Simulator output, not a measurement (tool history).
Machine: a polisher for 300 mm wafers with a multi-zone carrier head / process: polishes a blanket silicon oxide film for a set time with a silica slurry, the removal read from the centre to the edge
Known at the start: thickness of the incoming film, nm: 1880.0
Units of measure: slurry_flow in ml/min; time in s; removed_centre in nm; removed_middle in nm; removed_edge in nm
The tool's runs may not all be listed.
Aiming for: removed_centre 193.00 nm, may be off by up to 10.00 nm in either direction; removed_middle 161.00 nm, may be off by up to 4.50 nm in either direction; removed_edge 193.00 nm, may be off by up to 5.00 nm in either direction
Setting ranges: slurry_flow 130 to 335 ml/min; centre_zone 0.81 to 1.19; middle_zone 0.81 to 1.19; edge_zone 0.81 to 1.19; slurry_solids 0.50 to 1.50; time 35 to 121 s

run 1 hour=0.0 | slurry_flow=215 centre_zone=1.00 middle_zone=1.00 edge_zone=1.00 slurry_solids=1.00 time=78 | removed_centre=479.30 removed_middle=411.58 removed_edge=423.54
run 2 hour=3.2 | slurry_flow=215 centre_zone=1.00 middle_zone=1.00 edge_zone=1.00 slurry_solids=1.15 time=78 | removed_centre=504.19 removed_middle=453.96 removed_edge=462.03
run 3 hour=6.8 | slurry_flow=215 centre_zone=1.00 middle_zone=1.00 edge_zone=1.00 slurry_solids=1.15 time=91 | removed_centre=572.89 removed_middle=523.71 removed_edge=543.21
run 4 hour=8.6 | slurry_flow=205 centre_zone=0.97 middle_zone=0.98 edge_zone=1.02 slurry_solids=1.05 time=83 | removed_centre=491.74 removed_middle=441.88 removed_edge=470.37
run 5 hour=13.0 | slurry_flow=195 centre_zone=0.95 middle_zone=0.97 edge_zone=1.03 slurry_solids=1.00 time=77 | removed_centre=425.51 removed_middle=389.12 removed_edge=423.20
-- hour=20.9 centre zone pressure recalibrated
run 6 hour=20.9 | slurry_flow=190 centre_zone=0.94 middle_zone=0.95 edge_zone=1.02 slurry_solids=0.95 time=72 | removed_centre=362.89 removed_middle=351.66 removed_edge=374.86
run 7 hour=25.7 | slurry_flow=185 centre_zone=0.95 middle_zone=0.93 edge_zone=1.03 slurry_solids=0.90 time=68 | removed_centre=329.22 removed_middle=310.64 removed_edge=347.22
run 8 hour=26.5 | slurry_flow=180 centre_zone=0.97 middle_zone=0.91 edge_zone=1.02 slurry_solids=0.85 time=65 | removed_centre=300.34 removed_middle=272.96 removed_edge=309.11
run 9 hour=28.1 | slurry_flow=135 centre_zone=0.98 middle_zone=0.81 edge_zone=0.93 slurry_solids=0.60 time=54 | removed_centre=160.66 removed_middle=138.58 removed_edge=162.15
run 10 hour=34.4 | slurry_flow=150 centre_zone=0.98 middle_zone=0.81 edge_zone=0.94 slurry_solids=0.60 time=54 | removed_centre=166.15 removed_middle=142.42 removed_edge=164.68
run 11 hour=39.5 | slurry_flow=210 centre_zone=0.99 middle_zone=0.82 edge_zone=1.04 slurry_solids=0.60 time=54 | removed_centre=172.32 removed_middle=150.89 removed_edge=179.46
run 12 hour=45.0 | slurry_flow=210 centre_zone=1.00 middle_zone=0.83 edge_zone=1.05 slurry_solids=0.60 time=54 | removed_centre=175.11 removed_middle=149.39 removed_edge=178.54
run 13 hour=46.4 | slurry_flow=210 centre_zone=1.00 middle_zone=0.83 edge_zone=1.05 slurry_solids=0.60 time=54 | removed_centre=178.68 removed_middle=151.46 removed_edge=178.52
run 14 hour=51.5 | slurry_flow=210 centre_zone=1.00 middle_zone=0.83 edge_zone=1.06 slurry_solids=0.60 time=54 | removed_centre=176.83 removed_middle=147.39 removed_edge=180.62
run 15 hour=56.6 | slurry_flow=215 centre_zone=1.00 middle_zone=0.84 edge_zone=1.06 slurry_solids=0.60 time=54 | removed_centre=175.26 removed_middle=149.35 removed_edge=180.59

Next run, 4 choices. One meets every target within its allowed miss, the rest don't. Which?
run A hour=61.7 | slurry_flow=225 centre_zone=0.86 middle_zone=0.94 edge_zone=0.89 slurry_solids=0.65 time=48 | removed_centre=? removed_middle=? removed_edge=?
run B hour=61.7 | slurry_flow=205 centre_zone=1.12 middle_zone=0.82 edge_zone=0.95 slurry_solids=0.55 time=66 | removed_centre=? removed_middle=? removed_edge=?
run C hour=61.7 | slurry_flow=165 centre_zone=1.07 middle_zone=0.81 edge_zone=1.19 slurry_solids=0.55 time=68 | removed_centre=? removed_middle=? removed_edge=?
run D hour=61.7 | slurry_flow=215 centre_zone=1.03 middle_zone=0.85 edge_zone=1.09 slurry_solids=0.70 time=47 | removed_centre=? removed_middle=? removed_edge=?

move=A removed_centre=157.70 removed_middle=162.36 removed_edge=166.54
move=B removed_centre=207.09 removed_middle=156.01 removed_edge=180.50
move=C removed_centre=199.13 removed_middle=155.32 removed_edge=201.22
move=D removed_centre=195.66 removed_middle=162.00 removed_edge=193.81
A: the worst result of the last run now meets its target, but another is out of spec
B: neither nearer nor further off than the last run
C: better than the last run, though not everything is in spec
D: meets every target
The move that meets every target is D.
